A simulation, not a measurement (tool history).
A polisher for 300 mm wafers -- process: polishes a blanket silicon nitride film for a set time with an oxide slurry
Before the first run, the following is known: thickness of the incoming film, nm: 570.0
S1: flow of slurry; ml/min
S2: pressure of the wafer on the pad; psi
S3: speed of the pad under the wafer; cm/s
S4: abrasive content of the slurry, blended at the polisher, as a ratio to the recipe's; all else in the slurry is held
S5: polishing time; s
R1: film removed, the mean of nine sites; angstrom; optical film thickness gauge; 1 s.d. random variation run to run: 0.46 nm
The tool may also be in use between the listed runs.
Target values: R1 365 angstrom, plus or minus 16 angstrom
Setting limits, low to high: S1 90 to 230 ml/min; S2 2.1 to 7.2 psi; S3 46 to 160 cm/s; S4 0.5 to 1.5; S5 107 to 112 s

run	hour	S1	S2	S3	S4	S5	R1
1	0	150	4.6	102	1	107	919.82
2	0.7	125	4.6	102	1	107	901.87
3	3.8	125	3.8	88	1	107	671.82
4	6.3	125	3.3	80	1	107	535.85
5	9.9	125	2.9	78	1	107	455.03
6	17.2	125	2.7	78	1	107	441.75
7	23.5	125	2.5	78	1	107	407.77
8	29.1	125	2.4	78	1	107	394.98
9	31.8	120	2.1	76	1	107	331.51
10	40.1	125	2.1	76	1	107	336.97
11	40.7	140	2.4	76	1	107	396.16
12	44.5	135	2.4	76	1	107	389.72
13	45.8	130	2.4	76	1	107	385.11
14	51.2	125	2.4	76	1	107	386.69

Which one of the following 5 next-run settings gets every result inside its allowed miss? There is exactly one.
A	56.6	120	2.3	88	1.05	107	?
B	56.6	110	3.1	60	1.15	107	?
C	56.6	160	2.7	58	1.3	107	?
D	56.6	130	3.7	46	0.9	107	?
E	56.6	130	2.8	62	1	112	?

move	R1
A	425.52
B	429.57
C	413.17
D	368.5
E	399.87
A: misses by more than the last run did
B: misses by more than the last run did
C: misses by more than the last run did
D: all results land within tolerance of their targets
E: misses by more than the last run did
So the answer is move D, the one that meets all the targets.

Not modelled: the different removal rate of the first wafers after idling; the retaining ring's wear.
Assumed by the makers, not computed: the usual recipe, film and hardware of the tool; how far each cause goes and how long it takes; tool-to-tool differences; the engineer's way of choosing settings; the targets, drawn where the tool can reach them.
